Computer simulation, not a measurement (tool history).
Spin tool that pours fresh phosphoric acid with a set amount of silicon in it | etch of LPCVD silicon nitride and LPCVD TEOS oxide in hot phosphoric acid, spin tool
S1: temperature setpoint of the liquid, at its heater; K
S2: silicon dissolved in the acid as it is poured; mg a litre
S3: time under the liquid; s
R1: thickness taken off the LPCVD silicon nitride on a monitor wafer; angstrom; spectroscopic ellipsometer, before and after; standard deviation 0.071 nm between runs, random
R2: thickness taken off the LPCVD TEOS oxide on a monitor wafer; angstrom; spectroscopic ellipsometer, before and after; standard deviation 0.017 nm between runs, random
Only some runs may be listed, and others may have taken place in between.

run	hour	S1	S2	S3	R1	R2
1	0.0	436.15	11.5	155	125.730	6.1331
2	0.9	436.15	15.0	155	124.950	5.3389
3	3.5	435.65	13.5	145	116.380	5.1096
4	10.0	437.65	13.5	145	125.500	6.0130
5	14.7	436.65	12.0	140	116.970	5.3417
6	19.8	436.65	8.0	140	116.310	5.6228
7	23.9	434.15	1.0	100	77.436	4.1118
# hour 25.8: thermometer replaced
8	25.8	434.65	2.0	100	72.585	3.6411

What will run 9 give?
9	33.4	435.15	3.0	100	?	?

{"run 9": {"R1": 72.267, "R2": 3.8892}}
